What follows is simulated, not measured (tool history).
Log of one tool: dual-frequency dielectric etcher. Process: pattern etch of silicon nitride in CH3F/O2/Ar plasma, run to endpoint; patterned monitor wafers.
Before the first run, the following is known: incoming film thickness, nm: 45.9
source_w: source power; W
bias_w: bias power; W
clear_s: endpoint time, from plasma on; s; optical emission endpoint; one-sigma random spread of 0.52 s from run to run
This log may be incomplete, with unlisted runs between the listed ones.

{"run": 1, "hour": 0.0, "source_w": 360, "bias_w": 59, "clear_s": 72.226}
{"run": 2, "hour": 7.3, "source_w": 360, "bias_w": 54, "clear_s": 74.639}
{"run": 3, "hour": 13.0, "source_w": 310, "bias_w": 54, "clear_s": 78.215}
{"run": 4, "hour": 17.9, "source_w": 350, "bias_w": 54, "clear_s": 74.524}
{"run": 5, "hour": 21.7, "source_w": 350, "bias_w": 64, "clear_s": 71.931}
{"run": 6, "hour": 25.3, "source_w": 310, "bias_w": 64, "clear_s": 73.129}
{"run": 7, "hour": 31.1, "source_w": 290, "bias_w": 61, "clear_s": 76.342}
{"run": 8, "hour": 32.4, "source_w": 280, "bias_w": 59, "clear_s": 78.989}
{"run": 9, "hour": 36.6, "source_w": 270, "bias_w": 59, "clear_s": 79.235}
{"run": 10, "hour": 45.4, "source_w": 270, "bias_w": 59, "clear_s": 78.794}

Run 11 has not been measured yet. What should we expect?
{"run": 11, "hour": 51.8, "source_w": 260, "bias_w": 58, "clear_s": "?"}

Run 11 produced clear_s 80.733 s.
